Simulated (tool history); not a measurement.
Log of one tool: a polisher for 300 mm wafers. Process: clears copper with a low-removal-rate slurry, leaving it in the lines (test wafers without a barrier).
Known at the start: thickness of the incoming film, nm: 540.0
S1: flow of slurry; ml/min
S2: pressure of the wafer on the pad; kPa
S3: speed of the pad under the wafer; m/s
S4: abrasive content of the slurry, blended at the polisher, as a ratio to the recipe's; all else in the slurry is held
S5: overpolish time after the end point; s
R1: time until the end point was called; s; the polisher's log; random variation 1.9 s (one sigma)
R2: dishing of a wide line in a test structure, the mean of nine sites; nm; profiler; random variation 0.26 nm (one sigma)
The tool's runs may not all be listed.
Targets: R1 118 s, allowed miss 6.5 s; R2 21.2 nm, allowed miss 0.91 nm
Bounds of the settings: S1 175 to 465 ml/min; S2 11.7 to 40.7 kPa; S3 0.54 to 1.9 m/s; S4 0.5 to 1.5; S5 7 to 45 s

run	hour	S1	S2	S3	S4	S5	R1	R2
1	0	295	26.2	1.22	1	23	111.52	47.516
2	5.6	295	32.4	1.22	1	23	90.979	55.612
3	10.2	295	29.6	1.26	1	21	95.352	51.263
4	15.1	295	29.6	1.42	1	21	87.035	53.466
5	20.2	285	27.6	1.46	0.95	19	91.922	49.475
6	24.1	285	31.7	1.46	0.95	19	78.807	53.49
7	30.7	280	34.5	1.12	0.9	8	94.825	25.623
8	35.8	280	33.8	1.12	0.9	8	98.553	25.055
9	37.9	280	33.1	1.12	0.9	8	100.46	24.172
10	39.9	280	32.4	1.12	0.9	8	103.67	24.346
11	41.6	275	31	1.1	0.9	7	108.18	20.455
12	44.5	280	29.6	1.1	0.9	9	110.54	23.991
13	47.6	275	29.6	1.1	0.9	9	117.98	23.774
14	48.5	280	29.6	1.1	0.9	9	112.82	24.574
15	52.7	275	29.6	1.1	0.9	9	111.17	24.074

5 next moves are on the table. One of them brings every result within its allowed miss. Which?
A	56.9	210	31.7	1.2	0.95	7	?	?
B	56.9	355	26.2	1.2	0.8	8	?	?
C	56.9	320	24.1	1.2	0.85	11	?	?
D	56.9	320	32.4	0.92	0.8	13	?	?
E	56.9	305	29	1.16	1.1	7	?	?

move	R1	R2
A	99.322	22.212
B	116.5	21.596
C	125.96	26.339
D	123.7	30.975
E	105.59	21.014
A: nearer than the last run, and not there yet
B: meets every target
C: further off than the last run
D: further off than the last run
E: brings the result that was furthest off to its target, and leaves another outside
The right move is B.

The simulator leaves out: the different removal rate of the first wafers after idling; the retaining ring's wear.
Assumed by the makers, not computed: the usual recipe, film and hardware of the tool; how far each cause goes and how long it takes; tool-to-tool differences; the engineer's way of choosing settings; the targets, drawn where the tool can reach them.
